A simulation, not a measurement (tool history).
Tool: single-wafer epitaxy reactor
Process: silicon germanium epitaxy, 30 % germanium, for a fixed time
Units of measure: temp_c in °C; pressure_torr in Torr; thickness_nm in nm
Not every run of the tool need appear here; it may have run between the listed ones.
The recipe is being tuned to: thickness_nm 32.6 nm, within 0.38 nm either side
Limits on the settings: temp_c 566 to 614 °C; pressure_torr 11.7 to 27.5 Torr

run 1 hour=0 | temp_c=590 pressure_torr=19.6 | thickness_nm=49.755
run 2 hour=2 | temp_c=582 pressure_torr=19.5 | thickness_nm=41.588
run 3 hour=4.1 | temp_c=582 pressure_torr=16.9 | thickness_nm=38.868
run 4 hour=7.2 | temp_c=582 pressure_torr=19.9 | thickness_nm=42.01
run 5 hour=15.8 | temp_c=586 pressure_torr=19.9 | thickness_nm=45.818
run 6 hour=22.5 | temp_c=594 pressure_torr=19.9 | thickness_nm=54.278
run 7 hour=30.6 | temp_c=594 pressure_torr=19.9 | thickness_nm=54.054
run 8 hour=37.2 | temp_c=586 pressure_torr=19.9 | thickness_nm=45.934
run 9 hour=38.7 | temp_c=581 pressure_torr=19.9 | thickness_nm=41.076
run 10 hour=41.5 | temp_c=577 pressure_torr=19.9 | thickness_nm=37.737
run 11 hour=48.8 | temp_c=568 pressure_torr=19.8 | thickness_nm=30.862

Which single option among these 5 for the next run brings every result within its allowed miss of target? Just one does.
run A hour=56.1 | temp_c=569 pressure_torr=21.5 | thickness_nm=?
run B hour=56.1 | temp_c=569 pressure_torr=20.1 | thickness_nm=?
run C hour=56.1 | temp_c=572 pressure_torr=20.1 | thickness_nm=?
run D hour=56.1 | temp_c=566 pressure_torr=19.9 | thickness_nm=?
run E hour=56.1 | temp_c=569 pressure_torr=20.2 | thickness_nm=?

move=A thickness_nm=32.593
move=B thickness_nm=31.586
move=C thickness_nm=33.786
move=D thickness_nm=29.374
move=E thickness_nm=31.659
A: each result inside its tolerance
B: gains on the last run, yet a result remains outside its allowed miss
C: the result that was furthest off in the last run now lies on the other side of its target
D: lands further from the targets than the last run did
E: gains on the last run, yet a result remains outside its allowed miss
A is the move that brings every result within its allowed miss.
